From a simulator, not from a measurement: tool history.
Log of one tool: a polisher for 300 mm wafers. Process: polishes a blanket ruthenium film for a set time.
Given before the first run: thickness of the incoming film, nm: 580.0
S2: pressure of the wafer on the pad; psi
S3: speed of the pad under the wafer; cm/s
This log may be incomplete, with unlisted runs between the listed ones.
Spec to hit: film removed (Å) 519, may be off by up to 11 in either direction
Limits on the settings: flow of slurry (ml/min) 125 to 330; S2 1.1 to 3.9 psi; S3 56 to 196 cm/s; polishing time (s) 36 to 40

run 1 hour=0 | flow_of_slurry_(ml/min)=210 S2=2.5 S3=126 polishing_time_(s)=40 | film_removed_(Å)=632.48
run 2 hour=7.1 | flow_of_slurry_(ml/min)=210 S2=2.5 S3=150 polishing_time_(s)=40 | film_removed_(Å)=753.06
run 3 hour=9.4 | flow_of_slurry_(ml/min)=210 S2=2.5 S3=132 polishing_time_(s)=40 | film_removed_(Å)=661.76
run 4 hour=12 | flow_of_slurry_(ml/min)=210 S2=2.5 S3=116 polishing_time_(s)=40 | film_removed_(Å)=582.28
run 5 hour=15.9 | flow_of_slurry_(ml/min)=210 S2=2.5 S3=94 polishing_time_(s)=40 | film_removed_(Å)=469.75
run 6 hour=19 | flow_of_slurry_(ml/min)=210 S2=2.5 S3=72 polishing_time_(s)=40 | film_removed_(Å)=365.58
run 7 hour=24 | flow_of_slurry_(ml/min)=210 S2=2.5 S3=72 polishing_time_(s)=40 | film_removed_(Å)=372.28
run 8 hour=32.1 | flow_of_slurry_(ml/min)=210 S2=2.5 S3=72 polishing_time_(s)=40 | film_removed_(Å)=368.21

4 next moves are on the table. One of them brings every result within its allowed miss. Which?
run A hour=40.2 | flow_of_slurry_(ml/min)=150 S2=2.5 S3=102 polishing_time_(s)=40 | film_removed_(Å)=?
run B hour=40.2 | flow_of_slurry_(ml/min)=260 S2=3.2 S3=82 polishing_time_(s)=40 | film_removed_(Å)=?
run C hour=40.2 | flow_of_slurry_(ml/min)=230 S2=2.9 S3=84 polishing_time_(s)=40 | film_removed_(Å)=?
run D hour=40.2 | flow_of_slurry_(ml/min)=225 S2=2.6 S3=96 polishing_time_(s)=39 | film_removed_(Å)=?

move=A film_removed_(Å)=487.87
move=B film_removed_(Å)=521.28
move=C film_removed_(Å)=486.42
move=D film_removed_(Å)=493.95
A: closer than the last run, but not yet in spec
B: hits every target within its allowed miss
C: closer than the last run, but not yet in spec
D: closer than the last run, but not yet in spec
Move B is the one to make.

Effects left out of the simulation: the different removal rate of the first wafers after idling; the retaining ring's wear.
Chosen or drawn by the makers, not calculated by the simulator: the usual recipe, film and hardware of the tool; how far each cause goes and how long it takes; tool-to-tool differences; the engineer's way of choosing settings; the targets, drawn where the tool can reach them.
